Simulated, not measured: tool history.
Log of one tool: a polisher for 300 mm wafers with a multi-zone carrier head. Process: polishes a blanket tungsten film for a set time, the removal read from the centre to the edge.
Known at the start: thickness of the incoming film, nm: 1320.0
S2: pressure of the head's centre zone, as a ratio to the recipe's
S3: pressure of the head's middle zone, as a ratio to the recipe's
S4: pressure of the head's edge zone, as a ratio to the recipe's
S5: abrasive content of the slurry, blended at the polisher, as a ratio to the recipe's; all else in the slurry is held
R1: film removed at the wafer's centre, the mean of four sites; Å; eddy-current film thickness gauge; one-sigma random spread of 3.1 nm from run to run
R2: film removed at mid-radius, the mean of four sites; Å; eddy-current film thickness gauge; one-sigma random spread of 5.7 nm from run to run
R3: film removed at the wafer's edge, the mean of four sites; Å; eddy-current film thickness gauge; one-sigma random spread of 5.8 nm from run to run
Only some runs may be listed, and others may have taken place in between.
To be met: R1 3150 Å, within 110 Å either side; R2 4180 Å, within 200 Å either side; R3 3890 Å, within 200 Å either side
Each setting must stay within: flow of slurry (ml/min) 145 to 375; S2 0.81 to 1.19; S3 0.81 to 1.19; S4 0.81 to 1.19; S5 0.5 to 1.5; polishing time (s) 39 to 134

Run 1, hour 0: flow of slurry (ml/min) 240, S2 1, S3 1, S4 1, S5 1, polishing time (s) 86. Result: R1 3977.5 Å, R2 3686.4 Å, R3 3747.4 Å.
Run 2, hour 1.1: flow of slurry (ml/min) 240, S2 1, S3 0.96, S4 1, S5 1, polishing time (s) 86. Result: R1 4034.7 Å, R2 3712.7 Å, R3 3784 Å.
Run 3, hour 2.7: flow of slurry (ml/min) 240, S2 1, S3 0.87, S4 1, S5 1, polishing time (s) 86. Result: R1 3937.5 Å, R2 3324.1 Å, R3 3696.2 Å.
Run 4, hour 7.9: flow of slurry (ml/min) 240, S2 1, S3 0.93, S4 1, S5 1, polishing time (s) 86. Result: R1 4054.3 Å, R2 3520.7 Å, R3 3820.9 Å.
Run 5, hour 14.8: flow of slurry (ml/min) 240, S2 1, S3 0.93, S4 1, S5 1.2, polishing time (s) 86. Result: R1 4203.3 Å, R2 3570.9 Å, R3 3945.6 Å.
Run 6, hour 21.9: flow of slurry (ml/min) 230, S2 0.96, S3 0.98, S4 1.02, S5 1.1, polishing time (s) 86. Result: R1 3935.6 Å, R2 3702.1 Å, R3 3883.4 Å.
At hour 25.7: centre zone pressure recalibrated.
Run 7, hour 25.7: flow of slurry (ml/min) 220, S2 0.93, S3 1.02, S4 1.05, S5 1.05, polishing time (s) 86. Result: R1 3484.2 Å, R2 3812.9 Å, R3 3883.9 Å.
Run 8, hour 32.2: flow of slurry (ml/min) 210, S2 0.92, S3 1.04, S4 1.05, S5 1.05, polishing time (s) 86. Result: R1 3390.5 Å, R2 3822.1 Å, R3 3750.5 Å.
Run 9, hour 36.4: flow of slurry (ml/min) 205, S2 0.82, S3 1.11, S4 1.11, S5 1.25, polishing time (s) 88. Result: R1 3246.8 Å, R2 4198.5 Å, R3 4213.1 Å.

4 candidate next runs follow, results not yet known. Just one meets every target within its allowed miss. Identify it.
Run A, hour 40.6: flow of slurry (ml/min) 210, S2 0.87, S3 1.03, S4 1.1, S5 1.25, polishing time (s) 81. Result: R1 ?, R2 ?, R3 ?.
Run B, hour 40.6: flow of slurry (ml/min) 160, S2 0.87, S3 1.15, S4 1.06, S5 1.05, polishing time (s) 89. Result: R1 ?, R2 ?, R3 ?.
Run C, hour 40.6: flow of slurry (ml/min) 245, S2 0.81, S3 1, S4 1.16, S5 1.15, polishing time (s) 94. Result: R1 ?, R2 ?, R3 ?.
Run D, hour 40.6: flow of slurry (ml/min) 225, S2 0.9, S3 0.95, S4 1.17, S5 1.35, polishing time (s) 83. Result: R1 ?, R2 ?, R3 ?.

move      R1      R2      R3
   A  3107.9  3593.3  3808.6
   B  3175.2  4046.8  3857.9
   C  3355.2  4060.4  4516.9
   D  3377.4    3523  4123.8
A: gets the furthest-off result to its target, but another result is out of tolerance
B: hits every target within its allowed miss
C: further off than the last run
D: further off than the last run
Move B is the one to make.

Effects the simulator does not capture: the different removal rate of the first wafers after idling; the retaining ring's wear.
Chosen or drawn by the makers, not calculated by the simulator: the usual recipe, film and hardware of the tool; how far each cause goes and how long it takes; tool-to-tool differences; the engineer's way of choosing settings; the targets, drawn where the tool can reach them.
